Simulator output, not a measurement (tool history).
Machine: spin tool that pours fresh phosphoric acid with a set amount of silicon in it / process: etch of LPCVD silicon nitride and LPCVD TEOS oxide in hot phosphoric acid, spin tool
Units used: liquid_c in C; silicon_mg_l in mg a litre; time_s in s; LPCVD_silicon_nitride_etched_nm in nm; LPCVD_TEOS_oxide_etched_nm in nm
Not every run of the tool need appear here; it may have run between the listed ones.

run	hour	liquid_c	silicon_mg_l	time_s	LPCVD_silicon_nitride_etched_nm	LPCVD_TEOS_oxide_etched_nm
1	0.0	161.0	13.5	110	10.1830	0.33687
2	2.0	161.0	21.0	110	10.1420	0.31537
3	11.0	161.0	17.0	110	10.1370	0.29482
4	17.3	160.0	17.0	110	9.8303	0.29816
5	24.4	160.0	17.0	70	6.2302	0.21781
6	25.8	161.5	17.0	70	6.5421	0.22164

Run 7 is up next; what results do you expect?
7	33.4	164.0	11.5	120	?	?

LPCVD_silicon_nitride_etched_nm: 12.2140 nm
LPCVD_TEOS_oxide_etched_nm: 0.55040 nm
